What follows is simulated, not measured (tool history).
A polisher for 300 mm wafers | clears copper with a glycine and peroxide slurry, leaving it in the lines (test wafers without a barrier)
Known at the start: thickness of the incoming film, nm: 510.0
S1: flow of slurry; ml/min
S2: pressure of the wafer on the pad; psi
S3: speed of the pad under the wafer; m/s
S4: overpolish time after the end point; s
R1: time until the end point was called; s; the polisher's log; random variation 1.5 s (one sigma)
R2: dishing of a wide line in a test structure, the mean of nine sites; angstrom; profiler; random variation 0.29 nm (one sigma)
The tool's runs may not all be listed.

run  hour   S1   S2    S3  S4       R1      R2
  1   0.0  260  2.2  1.18  23   79.513  627.10
  2   2.9  260  2.2  1.18  16   78.425  508.49
  3   5.9  225  1.8  1.12  13   98.354  382.87
  4  13.8  225  1.8  0.86  13  114.770  342.16
  5  21.8  225  1.8  0.86   7  113.810  204.09
  6  29.2  225  1.3  0.86   7  144.550  167.56
  7  31.2  210  1.4  0.86   8  136.330  197.56
  8  35.1  200  1.4  0.86   9  142.760  216.16
  9  36.4  185  1.6  0.86  11  130.180  267.53
 10  40.3  195  1.6  0.86  11  126.500  276.77
 11  44.5  155  1.4  0.90   7  144.150  170.24

Forecast run 12:
 12  52.5  225  1.4  0.86   8   ?   ?

R1: 135.630 s
R2: 193.50 angstrom
